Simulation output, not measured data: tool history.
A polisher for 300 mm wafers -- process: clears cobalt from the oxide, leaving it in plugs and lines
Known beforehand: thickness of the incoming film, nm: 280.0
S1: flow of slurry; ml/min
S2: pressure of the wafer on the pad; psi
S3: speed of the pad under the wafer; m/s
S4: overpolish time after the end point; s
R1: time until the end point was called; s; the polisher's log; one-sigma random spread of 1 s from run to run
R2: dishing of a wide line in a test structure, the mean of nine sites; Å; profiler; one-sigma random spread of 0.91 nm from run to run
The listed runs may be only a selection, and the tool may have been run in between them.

Run 1, hour 0: S1 310 ml/min, S2 1.7 psi, S3 0.84 m/s, S4 17 s. Result: R1 101.38 s, R2 342.82 Å.
Run 2, hour 2.9: S1 310 ml/min, S2 1.7 psi, S3 0.84 m/s, S4 13 s. Result: R1 101.92 s, R2 278.99 Å.
Run 3, hour 5.6: S1 310 ml/min, S2 1.7 psi, S3 0.84 m/s, S4 19 s. Result: R1 101.56 s, R2 376.68 Å.
Run 4, hour 9.4: S1 310 ml/min, S2 1.7 psi, S3 0.84 m/s, S4 14 s. Result: R1 100.8 s, R2 306.28 Å.
Run 5, hour 15.7: S1 345 ml/min, S2 1.7 psi, S3 0.84 m/s, S4 14 s. Result: R1 98.851 s, R2 305.48 Å.
Run 6, hour 18: S1 320 ml/min, S2 1.7 psi, S3 0.84 m/s, S4 14 s. Result: R1 102.41 s, R2 300.71 Å.

Run 7 is up next; what results do you expect?
Run 7, hour 19.5: S1 310 ml/min, S2 1.6 psi, S3 0.84 m/s, S4 17 s. Result: R1 ?, R2 ?.

For run 7 the tool returned R1 107.68 s, R2 332.3 Å.
